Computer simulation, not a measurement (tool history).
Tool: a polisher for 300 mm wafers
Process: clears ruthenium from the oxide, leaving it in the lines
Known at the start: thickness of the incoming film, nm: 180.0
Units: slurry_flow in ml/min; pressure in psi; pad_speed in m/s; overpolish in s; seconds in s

| run | day | slurry_flow | pressure | pad_speed | overpolish | seconds |
|---|---|---|---|---|---|---|
| 1 | 0 | 185 | 2.1 | 1.08 | 8 | 113.83 |
| 2 | 0.171 | 140 | 2.1 | 1.08 | 8 | 115.98 |
| 3 | 0.442 | 140 | 1.9 | 1.08 | 8 | 126.64 |
| 4 | 0.617 | 140 | 1.9 | 1.34 | 8 | 102.11 |
| 5 | 0.929 | 140 | 1.7 | 1.32 | 8 | 114.85 |
| 6 | 1.004 | 140 | 1.5 | 1.3 | 8 | 131.75 |
| 7 | 1.329 | 140 | 1.4 | 1.3 | 8 | 139.29 |

Run 8 comes next. What will it give?
| 8 | 1.596 | 140 | 1.3 | 1.3 | 8 | ? |

Run 8 gave seconds 153.24 s.

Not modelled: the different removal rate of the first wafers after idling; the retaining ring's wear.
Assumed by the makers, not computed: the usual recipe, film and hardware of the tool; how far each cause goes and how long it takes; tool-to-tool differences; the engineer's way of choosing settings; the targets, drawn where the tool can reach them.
